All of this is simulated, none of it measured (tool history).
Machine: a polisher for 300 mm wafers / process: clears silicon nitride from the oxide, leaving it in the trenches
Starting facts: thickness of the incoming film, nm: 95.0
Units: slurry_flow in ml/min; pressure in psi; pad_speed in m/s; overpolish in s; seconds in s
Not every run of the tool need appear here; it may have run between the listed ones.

| run | hour | slurry_flow | pressure | pad_speed | overpolish | seconds |
|---|---|---|---|---|---|---|
| 1 | 0 | 190 | 3.3 | 0.82 | 10 | 133.58 |
| 2 | 2.1 | 190 | 3.3 | 0.62 | 10 | 171.99 |
| 3 | 5.6 | 190 | 3.2 | 0.62 | 10 | 174.95 |
| 4 | 6.2 | 190 | 4 | 0.62 | 10 | 136.94 |
| 5 | 12.5 | 190 | 3.8 | 0.62 | 10 | 148.18 |
| 6 | 16.7 | 145 | 3.8 | 0.62 | 10 | 154.95 |
|  | 25.7 | slurry nozzle cleaned |
| 7 | 25.7 | 145 | 3.7 | 0.62 | 10 | 152.77 |

Run 8, settings as shown, results not yet in. Your forecast:
| 8 | 29.8 | 145 | 3.6 | 0.62 | 10 | ? |

seconds: 158.41 s
